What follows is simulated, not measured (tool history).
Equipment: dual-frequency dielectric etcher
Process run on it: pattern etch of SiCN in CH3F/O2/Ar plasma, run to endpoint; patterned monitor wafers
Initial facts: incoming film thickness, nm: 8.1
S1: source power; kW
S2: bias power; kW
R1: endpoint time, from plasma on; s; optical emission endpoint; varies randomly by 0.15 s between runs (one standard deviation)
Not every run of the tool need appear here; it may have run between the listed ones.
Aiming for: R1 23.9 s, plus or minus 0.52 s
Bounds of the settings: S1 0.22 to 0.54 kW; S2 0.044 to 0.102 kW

| run | day | S1 | S2 | R1 |
|---|---|---|---|---|
| 1 | 0 | 0.38 | 0.073 | 19.613 |
| 2 | 0.104 | 0.36 | 0.071 | 20.106 |
| 3 | 0.262 | 0.39 | 0.071 | 19.901 |
| 4 | 0.471 | 0.45 | 0.071 | 19.164 |
| 5 | 0.762 | 0.51 | 0.071 | 18.5 |
| 6 | 0.817 | 0.54 | 0.071 | 18.188 |
| 7 | 0.988 | 0.51 | 0.067 | 18.875 |
| 8 | 1.304 | 0.43 | 0.053 | 22.221 |
| 9 | 1.625 | 0.42 | 0.052 | 22.485 |
| 10 | 1.838 | 0.41 | 0.052 | 22.702 |
| 11 | 2.183 | 0.4 | 0.052 | 22.844 |
| 12 | 2.538 | 0.39 | 0.052 | 23.062 |

Exercise: of the 4 proposed moves below, exactly one satisfies all targets within the stated allowed misses. Which move is it?
| A | 2.892 | 0.42 | 0.052 | ? |
| B | 2.892 | 0.35 | 0.05 | ? |
| C | 2.892 | 0.41 | 0.05 | ? |
| D | 2.892 | 0.31 | 0.058 | ? |

| move | R1 |
|---|---|
| A | 22.397 |
| B | 23.827 |
| C | 22.94 |
| D | 22.86 |
A: further off than the last run
B: all results land within tolerance of their targets
C: further off than the last run
D: further off than the last run
Answer: B
